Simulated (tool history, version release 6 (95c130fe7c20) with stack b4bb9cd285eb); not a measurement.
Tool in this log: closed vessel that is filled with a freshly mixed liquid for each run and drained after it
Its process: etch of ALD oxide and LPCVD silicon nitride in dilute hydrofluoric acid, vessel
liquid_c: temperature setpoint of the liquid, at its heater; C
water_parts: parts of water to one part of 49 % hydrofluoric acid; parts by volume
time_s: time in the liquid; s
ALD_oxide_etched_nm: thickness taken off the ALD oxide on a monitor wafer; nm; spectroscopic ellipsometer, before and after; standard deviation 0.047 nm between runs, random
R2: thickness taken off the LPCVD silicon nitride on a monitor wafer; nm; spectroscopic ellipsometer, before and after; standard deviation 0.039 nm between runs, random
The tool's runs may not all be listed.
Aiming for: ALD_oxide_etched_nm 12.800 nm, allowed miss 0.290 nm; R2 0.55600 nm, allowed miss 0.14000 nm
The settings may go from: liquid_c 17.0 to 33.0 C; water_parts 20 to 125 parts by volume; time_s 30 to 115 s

Run 1, hour 0.0: liquid_c 25.0 C, water_parts 70 parts by volume, time_s 60 s. Result: ALD_oxide_etched_nm 10.986 nm, R2 0.52290 nm.
Run 2, hour 5.3: liquid_c 23.5 C, water_parts 70 parts by volume, time_s 60 s. Result: ALD_oxide_etched_nm 10.351 nm, R2 0.49617 nm.
Run 3, hour 13.6: liquid_c 24.5 C, water_parts 70 parts by volume, time_s 60 s. Result: ALD_oxide_etched_nm 10.760 nm, R2 0.56305 nm.
Run 4, hour 19.5: liquid_c 24.5 C, water_parts 70 parts by volume, time_s 75 s. Result: ALD_oxide_etched_nm 13.433 nm, R2 0.67255 nm.
Run 5, hour 21.1: liquid_c 24.5 C, water_parts 70 parts by volume, time_s 65 s. Result: ALD_oxide_etched_nm 11.680 nm, R2 0.54626 nm.
Run 6, hour 28.9: liquid_c 24.5 C, water_parts 50 parts by volume, time_s 65 s. Result: ALD_oxide_etched_nm 16.758 nm, R2 0.89609 nm.
At hour 33.1: thermometer replaced.
Run 7, hour 33.1: liquid_c 23.0 C, water_parts 50 parts by volume, time_s 65 s. Result: ALD_oxide_etched_nm 14.612 nm, R2 0.63939 nm.
Run 8, hour 35.6: liquid_c 22.5 C, water_parts 50 parts by volume, time_s 65 s. Result: ALD_oxide_etched_nm 14.217 nm, R2 0.64842 nm.
Run 9, hour 42.0: liquid_c 22.0 C, water_parts 50 parts by volume, time_s 65 s. Result: ALD_oxide_etched_nm 13.964 nm, R2 0.63496 nm.
Run 10, hour 47.0: liquid_c 21.5 C, water_parts 50 parts by volume, time_s 65 s. Result: ALD_oxide_etched_nm 13.746 nm, R2 0.52789 nm.
Run 11, hour 55.2: liquid_c 21.5 C, water_parts 55 parts by volume, time_s 65 s. Result: ALD_oxide_etched_nm 12.318 nm, R2 0.50459 nm.

Of the 4 settings listed for the next run, only one would bring every result within its allowed miss of target. Which one?
Run A, hour 63.4: liquid_c 23.5 C, water_parts 45 parts by volume, time_s 50 s. Result: ALD_oxide_etched_nm ?, R2 ?.
Run B, hour 63.4: liquid_c 20.5 C, water_parts 60 parts by volume, time_s 70 s. Result: ALD_oxide_etched_nm ?, R2 ?.
Run C, hour 63.4: liquid_c 23.0 C, water_parts 55 parts by volume, time_s 60 s. Result: ALD_oxide_etched_nm ?, R2 ?.
Run D, hour 63.4: liquid_c 23.0 C, water_parts 60 parts by volume, time_s 65 s. Result: ALD_oxide_etched_nm ?, R2 ?.

move  ALD_oxide_etched_nm       R2
   A               12.804  0.54372
   B               11.640  0.46824
   C               12.154  0.51838
   D               11.993  0.51571
A: every result within its allowed miss
B: moves away from the targets compared with the last run
C: moves away from the targets compared with the last run
D: moves away from the targets compared with the last run
Go with A: it meets all targets.
